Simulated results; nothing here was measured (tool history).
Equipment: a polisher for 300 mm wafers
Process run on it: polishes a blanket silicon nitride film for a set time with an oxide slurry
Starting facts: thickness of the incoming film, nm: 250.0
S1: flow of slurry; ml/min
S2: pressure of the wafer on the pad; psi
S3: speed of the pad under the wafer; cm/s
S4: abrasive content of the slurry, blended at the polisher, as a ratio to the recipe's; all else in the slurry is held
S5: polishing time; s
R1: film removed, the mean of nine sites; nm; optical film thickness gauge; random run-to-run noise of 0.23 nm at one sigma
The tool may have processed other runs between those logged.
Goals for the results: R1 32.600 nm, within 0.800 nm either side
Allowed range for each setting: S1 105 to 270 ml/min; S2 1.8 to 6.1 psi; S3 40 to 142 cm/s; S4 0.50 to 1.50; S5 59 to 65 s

run,hour,S1,S2,S3,S4,S5,R1
1,0.0,175,3.9,90,1.00,65,36.191
2,6.4,170,3.8,90,1.00,65,35.096
3,8.4,170,3.8,90,1.00,65,35.021
4,15.1,170,4.3,90,1.00,65,39.717
5,16.6,170,4.3,90,1.00,59,36.083
6,21.0,170,4.3,90,1.00,59,36.043
7,29.5,165,4.2,90,1.00,59,34.903
8,34.0,160,4.2,90,1.00,59,34.539
9,36.9,155,4.2,90,1.00,59,34.832

4 candidate next runs follow, results not yet known. Just one meets every target within its allowed miss. Identify it.
A,39.8,140,4.4,76,1.05,64,?
B,39.8,145,3.1,118,1.05,59,?
C,39.8,150,4.7,82,0.90,60,?
D,39.8,225,4.0,90,1.00,59,?

move,R1
A,34.388
B,32.281
C,34.202
D,34.360
A: closes in on the targets versus the last run, not all within tolerance yet
B: every result within its allowed miss
C: closes in on the targets versus the last run, not all within tolerance yet
D: closes in on the targets versus the last run, not all within tolerance yet
So the answer is move B, the one that meets all the targets.

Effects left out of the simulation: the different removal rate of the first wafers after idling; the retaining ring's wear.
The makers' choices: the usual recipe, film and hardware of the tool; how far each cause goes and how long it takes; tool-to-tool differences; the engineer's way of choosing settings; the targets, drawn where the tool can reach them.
